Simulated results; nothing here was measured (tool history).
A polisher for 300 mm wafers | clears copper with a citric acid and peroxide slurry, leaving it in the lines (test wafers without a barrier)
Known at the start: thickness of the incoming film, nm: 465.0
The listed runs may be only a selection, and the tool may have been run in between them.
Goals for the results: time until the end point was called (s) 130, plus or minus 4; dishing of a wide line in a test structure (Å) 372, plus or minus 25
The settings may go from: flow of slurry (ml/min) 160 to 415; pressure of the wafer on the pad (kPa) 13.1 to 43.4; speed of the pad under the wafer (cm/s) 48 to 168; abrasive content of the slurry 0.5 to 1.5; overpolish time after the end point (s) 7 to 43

run,hour,flow of slurry (ml/min),pressure of the wafer on the pad (kPa),speed of the pad under the wafer (cm/s),abrasive content of the slurry,overpolish time after the end point (s),time until the end point was called (s),dishing of a wide line in a test structure (Å)
1,0,265,28.3,108,1,22,172.05,391.56
2,2.9,270,30.3,108,1,20,159.86,399.72
3,5.6,275,31.7,108,1,18,153.82,389.88
4,14.5,275,31.7,84,1,18,188.54,321.34
5,17,275,31.7,84,1,12,186.91,229.66
6,21.8,275,34.5,84,1,13,174.76,266.84
7,26.5,285,42.1,88,1,13,136.42,320.25
8,32.7,285,42.7,88,1,14,134.56,344.39
# hour 38.5: slurry blender recalibrated
9,38.5,285,43.4,90,1,15,124.59,386.39
10,44,285,42.7,90,1,15,125.47,397.45

Exercise: of the 4 proposed moves below, exactly one satisfies all targets within the stated allowed misses. Which move is it?
A,49.5,270,39.3,96,0.95,15,?,?
B,49.5,185,43.4,86,1.4,18,?,?
C,49.5,340,41.4,104,0.75,14,?,?
D,49.5,290,40.7,96,1.1,17,?,?

move,time until the end point was called (s),dishing of a wide line in a test structure (Å)
A,130.23,381.64
B,126.21,445.55
C,118.31,389.62
D,121.52,438.87
A: all results in spec
B: gets the furthest-off result to its target, but another result is out of tolerance
C: lands further from the targets than the last run did
D: lands further from the targets than the last run did
Answer: A
